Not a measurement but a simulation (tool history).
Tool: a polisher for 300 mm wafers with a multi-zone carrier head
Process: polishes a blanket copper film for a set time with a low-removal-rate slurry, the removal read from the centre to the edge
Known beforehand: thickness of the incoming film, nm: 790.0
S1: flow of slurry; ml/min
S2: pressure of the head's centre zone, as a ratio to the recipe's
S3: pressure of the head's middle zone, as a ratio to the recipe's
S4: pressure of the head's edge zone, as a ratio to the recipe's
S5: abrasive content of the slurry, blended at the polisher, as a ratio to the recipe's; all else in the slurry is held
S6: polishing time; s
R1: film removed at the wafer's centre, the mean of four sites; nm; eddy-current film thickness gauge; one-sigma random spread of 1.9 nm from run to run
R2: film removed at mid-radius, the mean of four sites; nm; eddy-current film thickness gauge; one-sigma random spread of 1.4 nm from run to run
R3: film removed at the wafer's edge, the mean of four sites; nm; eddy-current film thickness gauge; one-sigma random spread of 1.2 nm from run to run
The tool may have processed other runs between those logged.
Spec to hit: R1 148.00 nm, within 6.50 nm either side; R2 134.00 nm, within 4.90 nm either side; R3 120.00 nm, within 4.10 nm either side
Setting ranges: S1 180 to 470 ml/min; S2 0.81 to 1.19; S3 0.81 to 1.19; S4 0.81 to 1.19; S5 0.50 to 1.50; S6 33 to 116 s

{"run": 1, "day": 0.0, "S1": 300, "S2": 1.0, "S3": 1.0, "S4": 1.0, "S5": 1.0, "S6": 74, "R1": 184.86, "R2": 185.58, "R3": 188.71}
{"run": 2, "day": 0.129, "S1": 300, "S2": 1.0, "S3": 1.0, "S4": 0.93, "S5": 1.0, "S6": 74, "R1": 192.44, "R2": 184.84, "R3": 185.26}
{"run": 3, "day": 0.221, "S1": 300, "S2": 1.0, "S3": 0.93, "S4": 0.93, "S5": 1.0, "S6": 74, "R1": 188.02, "R2": 178.78, "R3": 182.74}
{"run": 4, "day": 0.375, "S1": 310, "S2": 1.02, "S3": 0.98, "S4": 0.9, "S5": 0.9, "S6": 68, "R1": 178.89, "R2": 164.73, "R3": 165.6}
{"run": 5, "day": 0.588, "S1": 315, "S2": 1.03, "S3": 1.03, "S4": 0.88, "S5": 0.85, "S6": 63, "R1": 161.59, "R2": 158.08, "R3": 146.74}
{"run": 6, "day": 0.625, "S1": 315, "S2": 1.05, "S3": 1.03, "S4": 0.86, "S5": 0.75, "S6": 61, "R1": 159.9, "R2": 149.53, "R3": 139.18}
{"run": 7, "day": 0.938, "S1": 315, "S2": 1.06, "S3": 1.04, "S4": 0.85, "S5": 0.7, "S6": 60, "R1": 154.82, "R2": 146.5, "R3": 136.74}
{"run": 8, "day": 1.012, "S1": 325, "S2": 1.16, "S3": 1.11, "S4": 0.81, "S5": 0.6, "S6": 50, "R1": 138.56, "R2": 122.15, "R3": 109.12}
{"run": 9, "day": 1.158, "S1": 330, "S2": 1.16, "S3": 1.12, "S4": 0.83, "S5": 0.65, "S6": 50, "R1": 136.33, "R2": 127.85, "R3": 110.07}
{"run": 10, "day": 1.2, "S1": 330, "S2": 1.16, "S3": 1.11, "S4": 0.84, "S5": 0.7, "S6": 51, "R1": 140.49, "R2": 128.79, "R3": 117.24}

5 next moves are on the table. One of them brings every result within its allowed miss. Which?
{"run": "A", "day": 1.242, "S1": 280, "S2": 1.18, "S3": 1.17, "S4": 0.82, "S5": 0.65, "S6": 51, "R1": "?", "R2": "?", "R3": "?"}
{"run": "B", "day": 1.242, "S1": 345, "S2": 1.07, "S3": 1.12, "S4": 1.09, "S5": 1.25, "S6": 45, "R1": "?", "R2": "?", "R3": "?"}
{"run": "C", "day": 1.242, "S1": 400, "S2": 1.15, "S3": 1.1, "S4": 0.86, "S5": 0.7, "S6": 53, "R1": "?", "R2": "?", "R3": "?"}
{"run": "D", "day": 1.242, "S1": 405, "S2": 1.13, "S3": 0.96, "S4": 0.81, "S5": 0.7, "S6": 53, "R1": "?", "R2": "?", "R3": "?"}
{"run": "E", "day": 1.242, "S1": 470, "S2": 1.06, "S3": 1.19, "S4": 0.88, "S5": 0.75, "S6": 50, "R1": "?", "R2": "?", "R3": "?"}

move=A R1=142.03 R2=131.14 R3=111.86
move=B R1=129.29 R2=127.41 R3=123.76
move=C R1=148.82 R2=134.46 R3=121.47
move=D R1=146.20 R2=121.93 R3=119.38
move=E R1=132.14 R2=137.30 R3=117.46
A: brings the result that was furthest off to its target, and leaves another outside
B: misses by more than the last run did
C: all results in spec
D: brings the result that was furthest off to its target, and leaves another outside
E: misses by more than the last run did
Answer: C

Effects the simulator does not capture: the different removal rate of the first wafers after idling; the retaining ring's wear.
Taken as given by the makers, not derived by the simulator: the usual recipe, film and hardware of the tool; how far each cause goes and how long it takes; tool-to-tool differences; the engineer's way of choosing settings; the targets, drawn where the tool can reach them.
